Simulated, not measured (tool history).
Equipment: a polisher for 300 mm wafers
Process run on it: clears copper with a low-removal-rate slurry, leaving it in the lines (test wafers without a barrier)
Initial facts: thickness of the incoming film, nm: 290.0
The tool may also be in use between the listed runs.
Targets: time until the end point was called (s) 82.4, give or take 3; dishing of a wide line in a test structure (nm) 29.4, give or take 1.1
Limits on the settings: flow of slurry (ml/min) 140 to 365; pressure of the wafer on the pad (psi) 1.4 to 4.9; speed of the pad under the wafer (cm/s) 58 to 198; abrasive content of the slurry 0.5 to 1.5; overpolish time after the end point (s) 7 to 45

run,day,flow of slurry (ml/min),pressure of the wafer on the pad (psi),speed of the pad under the wafer (cm/s),abrasive content of the slurry,overpolish time after the end point (s),time until the end point was called (s),dishing of a wide line in a test structure (nm)
1,0,235,3.1,128,1,23,56.825,62.455
2,0.233,235,3.8,128,1,23,47.335,73.038
3,0.471,240,3.4,126,1,20,54.882,61.362
4,0.6,220,3.1,130,0.95,17,59.143,48.666
5,0.979,220,2.7,130,0.95,17,66.296,43.772
6,1.238,220,2.7,130,0.95,12,66.203,32.953
7,1.271,210,1.9,128,0.95,14,93.524,26.932
8,1.383,255,2.2,128,0.95,14,82.084,31.176
9,1.546,255,2.2,128,0.95,14,81.793,30.895

Consider the 5 candidate settings below. Which is the only one whose results all fall within their allowed miss of target?
A,1.708,240,2.3,136,0.7,14,?,?
B,1.708,270,2.1,132,0.9,15,?,?
C,1.708,285,2,118,1.05,14,?,?
D,1.708,235,2.1,130,1.05,15,?,?
E,1.708,260,2.1,132,0.95,13,?,?

move,time until the end point was called (s),dishing of a wide line in a test structure (nm)
A,81.145,31.455
B,83.21,32.479
C,92.365,27.899
D,81.821,32.946
E,82.17,29.036
A: moves away from the targets compared with the last run
B: moves away from the targets compared with the last run
C: takes the biggest miss from the last run beyond its target
D: moves away from the targets compared with the last run
E: all results in spec
So the answer is move E, the one that meets all the targets.
